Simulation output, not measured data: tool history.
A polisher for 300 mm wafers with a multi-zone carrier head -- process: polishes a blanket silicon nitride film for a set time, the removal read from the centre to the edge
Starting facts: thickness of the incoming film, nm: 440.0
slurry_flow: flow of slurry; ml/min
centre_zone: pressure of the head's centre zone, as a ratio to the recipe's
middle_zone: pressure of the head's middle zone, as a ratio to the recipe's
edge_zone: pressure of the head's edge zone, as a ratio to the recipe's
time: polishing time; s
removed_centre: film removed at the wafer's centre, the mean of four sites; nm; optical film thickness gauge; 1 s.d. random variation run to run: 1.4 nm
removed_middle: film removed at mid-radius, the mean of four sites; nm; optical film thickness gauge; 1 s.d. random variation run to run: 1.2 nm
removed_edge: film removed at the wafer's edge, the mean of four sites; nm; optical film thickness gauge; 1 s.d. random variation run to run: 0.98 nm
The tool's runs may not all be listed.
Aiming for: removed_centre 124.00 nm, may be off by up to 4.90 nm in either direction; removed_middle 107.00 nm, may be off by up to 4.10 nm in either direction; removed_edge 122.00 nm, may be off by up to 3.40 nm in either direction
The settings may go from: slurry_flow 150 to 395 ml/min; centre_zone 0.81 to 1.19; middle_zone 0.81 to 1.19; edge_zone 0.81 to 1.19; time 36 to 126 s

Run 1, hour 0.0: slurry_flow 250 ml/min, centre_zone 1.00, middle_zone 1.00, edge_zone 1.00, time 81 s. Result: removed_centre 136.34 nm, removed_middle 132.57 nm, removed_edge 136.05 nm.
Run 2, hour 5.2: slurry_flow 285 ml/min, centre_zone 1.00, middle_zone 1.00, edge_zone 1.00, time 81 s. Result: removed_centre 136.73 nm, removed_middle 134.42 nm, removed_edge 138.23 nm.
Run 3, hour 7.9: slurry_flow 285 ml/min, centre_zone 1.00, middle_zone 0.96, edge_zone 1.00, time 81 s. Result: removed_centre 141.59 nm, removed_middle 132.07 nm, removed_edge 137.41 nm.
Run 4, hour 8.9: slurry_flow 265 ml/min, centre_zone 0.98, middle_zone 0.92, edge_zone 1.01, time 79 s. Result: removed_centre 133.73 nm, removed_middle 124.61 nm, removed_edge 134.54 nm.
Run 5, hour 15.2: slurry_flow 265 ml/min, centre_zone 0.98, middle_zone 0.99, edge_zone 1.01, time 79 s. Result: removed_centre 128.81 nm, removed_middle 131.37 nm, removed_edge 134.47 nm.
Run 6, hour 16.1: slurry_flow 250 ml/min, centre_zone 0.98, middle_zone 0.95, edge_zone 1.01, time 77 s. Result: removed_centre 125.81 nm, removed_middle 124.13 nm, removed_edge 130.16 nm.
Run 7, hour 20.9: slurry_flow 240 ml/min, centre_zone 0.99, middle_zone 0.91, edge_zone 1.01, time 76 s. Result: removed_centre 127.25 nm, removed_middle 115.51 nm, removed_edge 128.57 nm.
Run 8, hour 23.9: slurry_flow 240 ml/min, centre_zone 0.99, middle_zone 0.91, edge_zone 1.01, time 76 s. Result: removed_centre 123.94 nm, removed_middle 119.05 nm, removed_edge 127.33 nm.
Run 9, hour 32.4: slurry_flow 240 ml/min, centre_zone 1.00, middle_zone 0.88, edge_zone 1.02, time 75 s. Result: removed_centre 122.35 nm, removed_middle 113.30 nm, removed_edge 127.81 nm.
Run 10, hour 37.5: slurry_flow 235 ml/min, centre_zone 1.01, middle_zone 0.87, edge_zone 1.01, time 75 s. Result: removed_centre 127.06 nm, removed_middle 113.54 nm, removed_edge 126.91 nm.

Exercise: of the 5 proposed moves below, exactly one satisfies all targets within the stated allowed misses. Which move is it?
Run A, hour 42.6: slurry_flow 250 ml/min, centre_zone 1.05, middle_zone 0.81, edge_zone 1.11, time 74 s. Result: removed_centre ?, removed_middle ?, removed_edge ?.
Run B, hour 42.6: slurry_flow 245 ml/min, centre_zone 0.98, middle_zone 0.92, edge_zone 1.04, time 76 s. Result: removed_centre ?, removed_middle ?, removed_edge ?.
Run C, hour 42.6: slurry_flow 225 ml/min, centre_zone 1.05, middle_zone 0.95, edge_zone 0.89, time 74 s. Result: removed_centre ?, removed_middle ?, removed_edge ?.
Run D, hour 42.6: slurry_flow 205 ml/min, centre_zone 1.05, middle_zone 0.86, edge_zone 1.01, time 74 s. Result: removed_centre ?, removed_middle ?, removed_edge ?.
Run E, hour 42.6: slurry_flow 255 ml/min, centre_zone 1.04, middle_zone 0.95, edge_zone 1.03, time 76 s. Result: removed_centre ?, removed_middle ?, removed_edge ?.

move  removed_centre  removed_middle  removed_edge
   A          129.96          107.19        131.26
   B          124.25          120.36        130.08
   C          128.15          118.66        116.67
   D          126.30          109.00        122.82
   E          132.66          123.78        129.88
A: puts the biggest miss on target and leaves a different result outside tolerance
B: moves away from the targets compared with the last run
C: moves away from the targets compared with the last run
D: all results in spec
E: moves away from the targets compared with the last run
Correct choice: D, which meets every target
